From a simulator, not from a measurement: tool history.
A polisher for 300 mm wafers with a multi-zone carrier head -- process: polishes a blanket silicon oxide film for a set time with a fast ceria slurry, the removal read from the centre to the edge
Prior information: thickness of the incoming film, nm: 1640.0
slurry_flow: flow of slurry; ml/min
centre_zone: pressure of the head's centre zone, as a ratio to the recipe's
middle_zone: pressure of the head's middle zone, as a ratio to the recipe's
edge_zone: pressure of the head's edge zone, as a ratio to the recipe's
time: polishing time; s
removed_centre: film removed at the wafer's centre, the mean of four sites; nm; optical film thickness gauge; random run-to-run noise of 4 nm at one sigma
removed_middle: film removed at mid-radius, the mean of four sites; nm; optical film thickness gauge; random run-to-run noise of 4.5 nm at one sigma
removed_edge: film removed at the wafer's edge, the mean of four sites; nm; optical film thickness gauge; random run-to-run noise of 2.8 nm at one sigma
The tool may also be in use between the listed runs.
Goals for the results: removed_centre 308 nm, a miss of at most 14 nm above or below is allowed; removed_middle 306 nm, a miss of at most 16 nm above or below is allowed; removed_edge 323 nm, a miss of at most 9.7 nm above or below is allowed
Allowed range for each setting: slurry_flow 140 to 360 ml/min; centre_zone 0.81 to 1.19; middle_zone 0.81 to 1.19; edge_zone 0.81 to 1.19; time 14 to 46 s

run	hour	slurry_flow	centre_zone	middle_zone	edge_zone	time	removed_centre	removed_middle	removed_edge
1	0	230	1	1	1	30	529.22	556.67	528.01
2	3.1	225	0.99	0.97	0.99	28	500.89	495.7	493.36
3	11.9	225	0.99	0.97	0.99	34	599.53	610.11	589.96
4	15.7	220	0.97	0.96	0.97	31	532.39	551.3	527.96
5	20.3	215	0.95	0.94	0.96	28	465.89	482.73	482.88
6	27.5	215	0.95	0.94	0.91	28	465.04	479.23	470.04
7	29	210	0.94	0.93	0.9	26	430.47	441.52	436
8	34.9	205	0.93	0.92	0.89	25	399.9	413.01	416.19
9	38	200	0.93	0.91	0.88	24	387.47	392.42	393.69
10	39.8	195	0.92	0.9	0.87	23	362.99	379.86	372.75

Consider the 5 candidate settings below. Which is the only one whose results all fall within their allowed miss of target?
A	41.6	180	0.93	0.83	0.89	18	?	?	?
B	41.6	195	0.86	0.81	0.88	18	?	?	?
C	41.6	230	0.93	0.81	0.98	20	?	?	?
D	41.6	140	1.07	1.06	0.81	23	?	?	?
E	41.6	210	0.89	0.83	0.85	20	?	?	?

move	removed_centre	removed_middle	removed_edge
A	291.43	281.91	297.28
B	272.13	279.1	298.05
C	333.89	315.65	351.61
D	414.24	427.47	355.74
E	315.99	318.97	328.39
A: takes the biggest miss from the last run beyond its target
B: takes the biggest miss from the last run beyond its target
C: better than the last run, though not everything is in spec
D: moves away from the targets compared with the last run
E: each result inside its tolerance
Move E is the one to make.
